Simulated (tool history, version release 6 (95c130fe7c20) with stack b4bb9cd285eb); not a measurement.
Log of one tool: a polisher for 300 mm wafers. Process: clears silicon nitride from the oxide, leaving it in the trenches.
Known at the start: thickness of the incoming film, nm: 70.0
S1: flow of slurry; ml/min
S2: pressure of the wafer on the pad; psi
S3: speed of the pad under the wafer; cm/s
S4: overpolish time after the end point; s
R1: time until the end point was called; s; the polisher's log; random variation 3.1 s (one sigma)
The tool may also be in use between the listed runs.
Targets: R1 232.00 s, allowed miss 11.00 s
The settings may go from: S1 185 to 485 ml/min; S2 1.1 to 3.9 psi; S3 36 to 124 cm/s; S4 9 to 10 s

run 1 hour=0.0 | S1=310 S2=2.5 S3=80 S4=10 | R1=106.84
run 2 hour=6.6 | S1=275 S2=2.5 S3=80 S4=10 | R1=110.44
run 3 hour=13.8 | S1=270 S2=2.3 S3=78 S4=10 | R1=121.51
run 4 hour=17.1 | S1=270 S2=2.1 S3=76 S4=10 | R1=133.87
run 5 hour=24.4 | S1=240 S2=2.1 S3=76 S4=10 | R1=135.34
run 6 hour=31.6 | S1=285 S2=2.1 S3=76 S4=10 | R1=136.04
run 7 hour=34.3 | S1=285 S2=2.0 S3=74 S4=10 | R1=144.48
run 8 hour=38.4 | S1=280 S2=1.3 S3=62 S4=10 | R1=251.61

Which of these 4 next moves meets every target?
run A hour=42.5 | S1=275 S2=1.4 S3=64 S4=10 | R1=?
run B hour=42.5 | S1=240 S2=1.2 S3=68 S4=10 | R1=?
run C hour=42.5 | S1=310 S2=1.2 S3=58 S4=10 | R1=?
run D hour=42.5 | S1=305 S2=1.1 S3=74 S4=9 | R1=?

move=A R1=232.58
move=B R1=259.46
move=C R1=288.97
move=D R1=254.60
A: meets every target
B: further off than the last run
C: further off than the last run
D: further off than the last run
Answer: A

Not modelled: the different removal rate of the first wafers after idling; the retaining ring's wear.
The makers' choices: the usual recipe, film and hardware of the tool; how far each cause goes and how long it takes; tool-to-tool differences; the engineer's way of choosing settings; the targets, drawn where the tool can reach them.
